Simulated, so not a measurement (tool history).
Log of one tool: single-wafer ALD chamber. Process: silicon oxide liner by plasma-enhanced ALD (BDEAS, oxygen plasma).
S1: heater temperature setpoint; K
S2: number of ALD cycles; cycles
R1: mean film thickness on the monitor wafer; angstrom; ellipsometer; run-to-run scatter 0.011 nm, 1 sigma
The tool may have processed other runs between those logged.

run,hour,S1,S2,R1
1,0,583.15,44,38.455
2,2.4,589.15,44,38.11
3,5.3,591.15,41,35.588
4,6.2,584.15,41,35.505
5,12.9,584.15,39,33.802
6,20.2,584.15,38,32.843
7,22.9,584.15,38,33.145
8,26.1,584.15,37,32.172
9,26.8,589.15,34,29.328
10,32.3,587.15,34,29.463
11,36,586.15,34,29.336

Expected results for the next run?
12,42.9,586.15,34,?

{"run 12": {"R1": 29.478}}

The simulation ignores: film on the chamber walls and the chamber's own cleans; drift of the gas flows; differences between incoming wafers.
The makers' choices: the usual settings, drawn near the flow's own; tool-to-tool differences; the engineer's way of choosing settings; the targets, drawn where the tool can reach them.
